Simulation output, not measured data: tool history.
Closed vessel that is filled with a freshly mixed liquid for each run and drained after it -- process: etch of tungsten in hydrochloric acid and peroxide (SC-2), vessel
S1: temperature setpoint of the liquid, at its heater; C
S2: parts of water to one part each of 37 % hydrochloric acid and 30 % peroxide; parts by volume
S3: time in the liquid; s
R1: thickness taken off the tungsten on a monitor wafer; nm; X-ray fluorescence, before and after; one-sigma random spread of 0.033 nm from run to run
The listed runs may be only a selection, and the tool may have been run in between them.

run 1 hour=0 | S1=49 S2=5.5 S3=30 | R1=9.6059
run 2 hour=4.6 | S1=49 S2=5.5 S3=30 | R1=9.7133
run 3 hour=8.4 | S1=49 S2=5 S3=30 | R1=10.372
run 4 hour=17.1 | S1=46 S2=5 S3=30 | R1=8.4091
run 5 hour=23.4 | S1=46 S2=5 S3=30 | R1=8.3578
run 6 hour=24.4 | S1=41 S2=5 S3=30 | R1=5.9549
run 7 hour=27.3 | S1=40.5 S2=5 S3=30 | R1=5.7872

Run 8 comes next. What will it give?
run 8 hour=31.5 | S1=38 S2=5 S3=30 | R1=?

R1: 4.7316 nm
